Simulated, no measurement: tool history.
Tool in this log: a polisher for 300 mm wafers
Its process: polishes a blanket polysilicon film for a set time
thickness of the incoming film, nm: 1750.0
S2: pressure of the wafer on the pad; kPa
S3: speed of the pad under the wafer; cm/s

Run 1, day 0.000: flow of slurry (ml/min) 230, S2 16.5 kPa, S3 84 cm/s, polishing time (s) 21. Result: film removed (Å) 1270.6.
Run 2, day 0.304: flow of slurry (ml/min) 230, S2 16.5 kPa, S3 68 cm/s, polishing time (s) 21. Result: film removed (Å) 1109.2.
Run 3, day 0.417: flow of slurry (ml/min) 230, S2 17.2 kPa, S3 68 cm/s, polishing time (s) 21. Result: film removed (Å) 1128.0.
Run 4, day 0.725: flow of slurry (ml/min) 285, S2 17.2 kPa, S3 68 cm/s, polishing time (s) 21. Result: film removed (Å) 1118.3.
Run 5, day 0.750: flow of slurry (ml/min) 285, S2 17.9 kPa, S3 68 cm/s, polishing time (s) 21. Result: film removed (Å) 1205.8.
Run 6, day 1.071: flow of slurry (ml/min) 285, S2 18.6 kPa, S3 68 cm/s, polishing time (s) 21. Result: film removed (Å) 1247.2.
Run 7, day 1.329: flow of slurry (ml/min) 285, S2 19.3 kPa, S3 68 cm/s, polishing time (s) 21. Result: film removed (Å) 1249.1.
Run 8, day 1.371: flow of slurry (ml/min) 285, S2 20.0 kPa, S3 68 cm/s, polishing time (s) 21. Result: film removed (Å) 1294.3.
Run 9, day 1.612: flow of slurry (ml/min) 285, S2 20.7 kPa, S3 68 cm/s, polishing time (s) 21. Result: film removed (Å) 1371.8.
Run 10, day 1.688: flow of slurry (ml/min) 285, S2 21.4 kPa, S3 68 cm/s, polishing time (s) 21. Result: film removed (Å) 1369.7.

What does the tool deliver on the next run?
Run 11, day 1.879: flow of slurry (ml/min) 285, S2 22.1 kPa, S3 68 cm/s, polishing time (s) 21. Result: film removed (Å) ?.

{"run 11": {"film removed (Å)": 1417.1}}
